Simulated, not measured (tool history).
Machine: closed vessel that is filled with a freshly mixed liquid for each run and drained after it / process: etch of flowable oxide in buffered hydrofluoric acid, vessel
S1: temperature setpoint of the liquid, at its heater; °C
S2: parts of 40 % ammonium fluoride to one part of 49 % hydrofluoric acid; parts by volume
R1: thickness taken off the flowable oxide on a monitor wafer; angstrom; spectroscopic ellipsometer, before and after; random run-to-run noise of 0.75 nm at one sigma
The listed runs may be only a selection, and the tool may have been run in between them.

Run 1, hour 0.0: S1 22.0 °C, S2 11.5 parts by volume, time in the liquid (s) 30. Result: R1 785.38 angstrom.
Run 2, hour 6.3: S1 24.0 °C, S2 10.5 parts by volume, time in the liquid (s) 30. Result: R1 955.33 angstrom.
Run 3, hour 12.9: S1 22.5 °C, S2 10.5 parts by volume, time in the liquid (s) 30. Result: R1 882.20 angstrom.
Run 4, hour 17.6: S1 22.5 °C, S2 8.5 parts by volume, time in the liquid (s) 30. Result: R1 1046.30 angstrom.
Run 5, hour 26.5: S1 26.0 °C, S2 8.5 parts by volume, time in the liquid (s) 30. Result: R1 1262.60 angstrom.
Run 6, hour 28.9: S1 26.0 °C, S2 6.0 parts by volume, time in the liquid (s) 30. Result: R1 1787.20 angstrom.
Run 7, hour 30.1: S1 25.5 °C, S2 6.0 parts by volume, time in the liquid (s) 30. Result: R1 1739.70 angstrom.
Run 8, hour 38.0: S1 25.0 °C, S2 6.0 parts by volume, time in the liquid (s) 30. Result: R1 1682.10 angstrom.

What will run 9 give?
Run 9, hour 39.4: S1 24.5 °C, S2 6.0 parts by volume, time in the liquid (s) 30. Result: R1 ?.

R1: 1649.30 angstrom

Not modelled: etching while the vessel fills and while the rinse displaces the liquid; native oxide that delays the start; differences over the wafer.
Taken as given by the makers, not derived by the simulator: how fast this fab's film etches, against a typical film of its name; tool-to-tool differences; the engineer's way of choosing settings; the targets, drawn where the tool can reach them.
